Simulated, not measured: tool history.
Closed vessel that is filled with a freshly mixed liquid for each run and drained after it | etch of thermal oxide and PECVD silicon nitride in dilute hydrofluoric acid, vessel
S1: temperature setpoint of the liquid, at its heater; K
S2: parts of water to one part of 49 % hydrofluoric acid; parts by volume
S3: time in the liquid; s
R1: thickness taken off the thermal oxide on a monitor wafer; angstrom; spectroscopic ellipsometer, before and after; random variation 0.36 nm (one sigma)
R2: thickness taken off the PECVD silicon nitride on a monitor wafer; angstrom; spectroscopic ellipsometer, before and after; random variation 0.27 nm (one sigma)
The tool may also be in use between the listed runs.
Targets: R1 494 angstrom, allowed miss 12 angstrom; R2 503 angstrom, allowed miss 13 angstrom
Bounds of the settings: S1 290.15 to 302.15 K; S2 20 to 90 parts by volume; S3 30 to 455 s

run 1 day=0 | S1=294.15 S2=50 S3=230 | R1=217.55 R2=195.05
run 2 day=0.329 | S1=295.65 S2=45 S3=230 | R1=259.04 R2=242.41
run 3 day=0.55 | S1=296.65 S2=40 S3=230 | R1=299.95 R2=290.87
run 4 day=0.75 | S1=296.65 S2=40 S3=275 | R1=367.44 R2=346.65
run 5 day=1.025 | S1=297.15 S2=40 S3=275 | R1=373.01 R2=356.42
run 6 day=1.167 | S1=297.65 S2=40 S3=275 | R1=377.04 R2=367.74
run 7 day=1.279 | S1=300.15 S2=30 S3=270 | R1=558.83 R2=563.97
run 8 day=1.542 | S1=300.15 S2=35 S3=270 | R1=473.19 R2=486.75

Which of these 5 next moves meets every target?
run A day=1.804 | S1=301.65 S2=35 S3=240 | R1=? R2=?
run B day=1.804 | S1=295.65 S2=30 S3=300 | R1=? R2=?
run C day=1.804 | S1=299.15 S2=40 S3=340 | R1=? R2=?
run D day=1.804 | S1=299.15 S2=25 S3=205 | R1=? R2=?
run E day=1.804 | S1=301.15 S2=35 S3=245 | R1=? R2=?

move=A R1=446.64 R2=475.22
move=B R1=512.34 R2=460.91
move=C R1=496.45 R2=500.59
move=D R1=489.9 R2=476.68
move=E R1=446.86 R2=469.42
A: further off than the last run
B: takes the result that was furthest off past its target
C: meets every target
D: brings the result that was furthest off to its target, and leaves another outside
E: further off than the last run
The right move is C.
